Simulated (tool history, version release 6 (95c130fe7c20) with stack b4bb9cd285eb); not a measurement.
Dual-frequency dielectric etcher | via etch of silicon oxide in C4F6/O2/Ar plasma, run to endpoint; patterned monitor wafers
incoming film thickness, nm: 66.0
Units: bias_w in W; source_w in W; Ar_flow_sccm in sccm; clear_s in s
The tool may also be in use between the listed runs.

| run | day | bias_w | source_w | Ar_flow_sccm | clear_s |
|---|---|---|---|---|---|
| 1 | 0.000 | 382 | 440 | 218 | 15.021 |
| 2 | 0.300 | 401 | 450 | 217 | 14.619 |
| 3 | 0.517 | 414 | 450 | 216 | 14.487 |
| 4 | 0.767 | 414 | 450 | 248 | 14.561 |
| 5 | 0.846 | 414 | 450 | 285 | 14.872 |
| 6 | 1.017 | 431 | 460 | 284 | 14.465 |
| 7 | 1.146 | 441 | 460 | 284 | 14.302 |
|  | 1.221 | source power generator calibrated |
| 8 | 1.221 | 449 | 460 | 284 | 14.632 |

Run 9 comes next. What will it give?
| 9 | 1.383 | 452 | 480 | 283 | ? |

clear_s: 14.306 s
